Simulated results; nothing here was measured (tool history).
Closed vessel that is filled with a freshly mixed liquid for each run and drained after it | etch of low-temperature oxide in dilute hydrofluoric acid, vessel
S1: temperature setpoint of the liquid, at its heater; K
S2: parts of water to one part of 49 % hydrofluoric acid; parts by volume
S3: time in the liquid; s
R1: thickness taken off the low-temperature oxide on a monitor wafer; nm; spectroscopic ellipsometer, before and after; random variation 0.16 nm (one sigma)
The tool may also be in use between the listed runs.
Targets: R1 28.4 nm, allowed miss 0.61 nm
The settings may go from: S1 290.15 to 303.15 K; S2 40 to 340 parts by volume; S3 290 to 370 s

run	hour	S1	S2	S3	R1
1	0	295.15	190	370	24.1
2	4.9	297.15	190	370	26.154
3	6.2	297.15	255	370	18.235
4	8.1	297.65	250	370	18.942
5	9.7	297.65	285	370	15.93
6	14.1	298.15	280	370	16.826
7	18.5	298.65	275	370	17.498
8	24.3	299.15	270	370	18.08
9	25.8	299.65	265	370	18.985
10	27.1	299.65	265	370	18.975
11	33.9	300.15	260	370	19.626
12	36.5	300.15	260	370	19.717
13	38.1	300.65	255	370	20.601
14	42.9	300.65	250	370	21.176
15	48.7	300.65	245	370	21.627
16	53.2	300.65	240	370	22.272
17	54.9	300.65	235	370	22.922
18	64.4	300.65	230	370	23.376
19	66.6	302.15	215	370	26.796

5 next moves are on the table. One of them brings every result within its allowed miss. Which?
A	68.8	301.15	210	370	?
B	68.8	301.65	210	345	?
C	68.8	300.65	190	370	?
D	68.8	303.15	195	355	?
E	68.8	299.15	190	370	?

move	R1
A	26.862
B	25.489
C	29.858
D	30.302
E	28.284
A: as far off as the last run
B: further off than the last run
C: takes the result that was furthest off past its target
D: takes the result that was furthest off past its target
E: meets every target
Answer: E
